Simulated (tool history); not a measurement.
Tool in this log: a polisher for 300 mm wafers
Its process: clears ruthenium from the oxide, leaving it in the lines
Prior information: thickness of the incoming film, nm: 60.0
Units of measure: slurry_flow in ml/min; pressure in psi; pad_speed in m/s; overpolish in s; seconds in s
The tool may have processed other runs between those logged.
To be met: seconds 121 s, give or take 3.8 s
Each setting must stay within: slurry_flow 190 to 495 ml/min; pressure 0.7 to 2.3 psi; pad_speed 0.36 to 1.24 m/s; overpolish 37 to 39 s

run,hour,slurry_flow,pressure,pad_speed,overpolish,seconds
1,0,320,1.5,0.8,37,79.653
2,3,320,1.5,0.8,39,79.995
3,4.4,320,1.4,0.8,39,85.655
4,5.2,320,1.2,0.8,39,98.38
5,14,320,1.3,0.8,39,91.971
6,19,320,1.4,0.8,39,85.092
7,25.9,320,1.3,0.8,39,92.602
8,28.7,320,1.2,0.8,39,98.496
9,34.1,320,0.8,0.8,39,146.6
10,35.5,320,0.9,0.8,39,130.24

Exercise: of the 5 proposed moves below, exactly one satisfies all targets within the stated allowed misses. Which move is it?
A,36.9,300,1,0.78,39,?
B,36.9,320,0.9,0.76,39,?
C,36.9,305,0.9,1.02,39,?
D,36.9,365,0.8,0.84,37,?
E,36.9,290,1.1,0.74,38,?

move,seconds
A,120.03
B,134.33
C,111.36
D,140.01
E,113.39
A: all results land within tolerance of their targets
B: misses by more than the last run did
C: takes the biggest miss from the last run beyond its target
D: misses by more than the last run did
E: takes the biggest miss from the last run beyond its target
Answer: A
